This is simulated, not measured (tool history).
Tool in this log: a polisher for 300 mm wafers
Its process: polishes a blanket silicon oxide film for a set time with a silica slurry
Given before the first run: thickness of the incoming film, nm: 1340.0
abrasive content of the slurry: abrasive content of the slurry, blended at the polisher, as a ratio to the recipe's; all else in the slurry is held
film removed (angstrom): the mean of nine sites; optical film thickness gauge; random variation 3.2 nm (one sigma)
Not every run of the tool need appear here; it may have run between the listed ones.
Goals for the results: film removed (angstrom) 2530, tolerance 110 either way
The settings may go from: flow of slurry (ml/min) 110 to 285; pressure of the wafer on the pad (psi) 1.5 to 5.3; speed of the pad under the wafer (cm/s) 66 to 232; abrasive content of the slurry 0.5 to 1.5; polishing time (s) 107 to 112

| run | hour | flow of slurry (ml/min) | pressure of the wafer on the pad (psi) | speed of the pad under the wafer (cm/s) | abrasive content of the slurry | polishing time (s) | film removed (angstrom) |
|---|---|---|---|---|---|---|---|
| 1 | 0 | 180 | 3.4 | 148 | 1 | 107 | 2945.4 |
| 2 | 5.9 | 180 | 3.9 | 148 | 1 | 107 | 3446.3 |
| 3 | 13.2 | 180 | 3.9 | 148 | 1 | 107 | 3407.4 |
| 4 | 17.2 | 180 | 3.8 | 148 | 1 | 107 | 3303.6 |
| 5 | 25.4 | 165 | 3.8 | 148 | 1 | 107 | 3225.6 |
| 6 | 27.2 | 165 | 3.8 | 182 | 1 | 107 | 3705.4 |
| 7 | 29.9 | 165 | 3.7 | 182 | 1 | 107 | 3646 |
| 8 | 36.6 | 160 | 2.7 | 176 | 1 | 107 | 2642.7 |

5 candidate next runs follow, results not yet known. Just one meets every target within its allowed miss. Identify it.
| A | 43.3 | 195 | 2.5 | 168 | 1 | 109 | ? |
| B | 43.3 | 180 | 3 | 186 | 0.7 | 112 | ? |
| C | 43.3 | 145 | 3.3 | 158 | 1 | 107 | ? |
| D | 43.3 | 240 | 2 | 228 | 1.1 | 110 | ? |
| E | 43.3 | 220 | 2.7 | 172 | 1.05 | 107 | ? |

| move | film removed (angstrom) |
|---|---|
| A | 2551.4 |
| B | 2814.2 |
| C | 2934.7 |
| D | 2828.1 |
| E | 2818.7 |
A: hits every target within its allowed miss
B: moves away from the targets compared with the last run
C: moves away from the targets compared with the last run
D: moves away from the targets compared with the last run
E: moves away from the targets compared with the last run
A meets every target.

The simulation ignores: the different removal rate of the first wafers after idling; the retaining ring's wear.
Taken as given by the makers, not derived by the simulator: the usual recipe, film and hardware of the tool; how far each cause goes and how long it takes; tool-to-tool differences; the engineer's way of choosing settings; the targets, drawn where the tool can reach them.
